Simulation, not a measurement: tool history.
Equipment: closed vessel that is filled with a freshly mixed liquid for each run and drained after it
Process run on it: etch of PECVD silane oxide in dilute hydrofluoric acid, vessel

run,hour,temperature setpoint of the liquid (°C),parts of water to one part of 49 % hydrofluoric acid (parts by volume),time in the liquid (s),thickness taken off the PECVD silane oxide on a monitor wafer (nm)
1,0.0,24.0,95,100,25.980
2,6.5,24.0,120,100,20.150
3,15.0,26.5,110,100,24.471
4,21.9,26.5,110,80,19.612
5,25.9,28.0,90,80,25.975
6,31.4,29.0,80,80,30.737
7,38.7,29.0,80,80,30.838
8,45.0,32.0,65,80,43.576

Run 9, settings as shown, results not yet in. Your forecast:
9,48.1,31.5,65,80,?

thickness taken off the PECVD silane oxide on a monitor wafer (nm): 42.941
